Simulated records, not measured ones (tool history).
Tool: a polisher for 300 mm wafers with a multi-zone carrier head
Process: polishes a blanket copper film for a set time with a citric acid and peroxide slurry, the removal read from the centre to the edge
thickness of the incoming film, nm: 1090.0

| run | day | flow of slurry (ml/min) | pressure of the head's centre zone | pressure of the head's middle zone | pressure of the head's edge zone | abrasive content of the slurry | polishing time (s) | film removed at the wafer's centre (Å) | film removed at mid-radius (Å) | film removed at the wafer's edge (Å) |
|---|---|---|---|---|---|---|---|---|---|---|
| 1 | 0 | 210 | 1 | 1 | 1 | 1 | 31 | 737.78 | 730.43 | 714.45 |
| 2 | 0.033 | 210 | 1 | 1 | 1.04 | 1 | 31 | 730.47 | 719.62 | 717.24 |
| 3 | 0.396 | 210 | 1 | 0.92 | 1.04 | 1 | 31 | 732.84 | 670.36 | 712.81 |
| 4 | 0.75 | 205 | 0.97 | 0.92 | 1 | 0.9 | 31 | 693.98 | 663.58 | 701.34 |
| 5 | 1.004 | 205 | 1.03 | 0.92 | 1 | 0.9 | 31 | 741.12 | 661.94 | 692.5 |
| 6 | 1.033 | 165 | 1.03 | 0.92 | 1 | 0.9 | 31 | 723.99 | 642.22 | 675.29 |
| 7 | 1.312 | 160 | 1 | 0.93 | 0.97 | 0.8 | 31 | 661.23 | 627.55 | 659.56 |
| 8 | 1.396 | 160 | 0.99 | 0.94 | 0.94 | 0.75 | 31 | 672.57 | 625.33 | 636.66 |
| 9 | 1.454 | 155 | 0.96 | 0.95 | 0.93 | 0.7 | 31 | 631.81 | 624.5 | 646.76 |

Forecast run 10:
| 10 | 1.792 | 155 | 0.95 | 0.96 | 0.91 | 0.65 | 31 | ? | ? | ? |

film removed at the wafer's centre (Å): 632.78
film removed at mid-radius (Å): 620.54
film removed at the wafer's edge (Å): 628.26

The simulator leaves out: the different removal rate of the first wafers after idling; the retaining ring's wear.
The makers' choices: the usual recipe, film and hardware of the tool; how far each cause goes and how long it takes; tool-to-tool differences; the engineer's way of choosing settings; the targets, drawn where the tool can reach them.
